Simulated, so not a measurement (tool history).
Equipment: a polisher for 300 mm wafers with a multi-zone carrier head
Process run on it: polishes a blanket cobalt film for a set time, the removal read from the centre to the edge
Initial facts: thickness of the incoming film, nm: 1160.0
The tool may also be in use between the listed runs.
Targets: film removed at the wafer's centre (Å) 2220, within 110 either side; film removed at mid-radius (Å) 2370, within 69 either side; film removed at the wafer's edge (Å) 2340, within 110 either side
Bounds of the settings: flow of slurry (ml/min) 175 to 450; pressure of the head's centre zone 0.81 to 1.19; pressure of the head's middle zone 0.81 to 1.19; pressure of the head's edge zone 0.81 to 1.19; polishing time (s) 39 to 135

| run | hour | flow of slurry (ml/min) | pressure of the head's centre zone | pressure of the head's middle zone | pressure of the head's edge zone | polishing time (s) | film removed at the wafer's centre (Å) | film removed at mid-radius (Å) | film removed at the wafer's edge (Å) |
|---|---|---|---|---|---|---|---|---|---|
| 1 | 0 | 290 | 1 | 1 | 1 | 87 | 3490 | 3717.8 | 3811.5 |
| 2 | 5.2 | 290 | 1.05 | 1 | 1 | 87 | 3684.8 | 3657.5 | 3777.5 |
| 3 | 6.6 | 285 | 1.03 | 0.99 | 0.97 | 76 | 3173.8 | 3219.3 | 3223.6 |
| 4 | 15.2 | 280 | 1 | 0.96 | 0.94 | 70 | 2858.3 | 2871 | 2965 |
| 5 | 18.2 | 250 | 1 | 0.96 | 0.94 | 70 | 2785.9 | 2812.6 | 2923.2 |
| 6 | 25.4 | 250 | 1 | 0.91 | 0.94 | 70 | 2748.9 | 2695 | 2923.2 |
| 7 | 34.3 | 250 | 0.98 | 0.92 | 0.91 | 66 | 2543.5 | 2551.9 | 2728.4 |
| 8 | 39.1 | 250 | 0.97 | 0.93 | 0.89 | 64 | 2495 | 2481.9 | 2563.5 |
| 9 | 45.3 | 240 | 0.95 | 0.93 | 0.87 | 64 | 2378.2 | 2497.6 | 2663.2 |
| 10 | 53.2 | 250 | 0.95 | 0.95 | 0.86 | 61 | 2296.6 | 2410.3 | 2503.4 |

5 next moves are on the table. One of them brings every result within its allowed miss. Which?
| A | 61.1 | 250 | 0.95 | 0.9 | 0.88 | 64 | ? | ? | ? |
| B | 61.1 | 275 | 0.94 | 0.96 | 0.83 | 58 | ? | ? | ? |
| C | 61.1 | 220 | 0.96 | 0.94 | 0.93 | 62 | ? | ? | ? |
| D | 61.1 | 205 | 0.83 | 0.83 | 0.87 | 69 | ? | ? | ? |
| E | 61.1 | 175 | 0.91 | 0.87 | 0.93 | 67 | ? | ? | ? |

| move | film removed at the wafer's centre (Å) | film removed at mid-radius (Å) | film removed at the wafer's edge (Å) |
|---|---|---|---|
| A | 2427.2 | 2435 | 2599.6 |
| B | 2206.3 | 2357.2 | 2325.9 |
| C | 2329 | 2401 | 2534 |
| D | 2208.1 | 2385 | 2731.7 |
| E | 2276.3 | 2335.3 | 2658.6 |
A: misses by more than the last run did
B: all results in spec
C: misses by more than the last run did
D: misses by more than the last run did
E: misses by more than the last run did
Correct choice: B, which meets every target
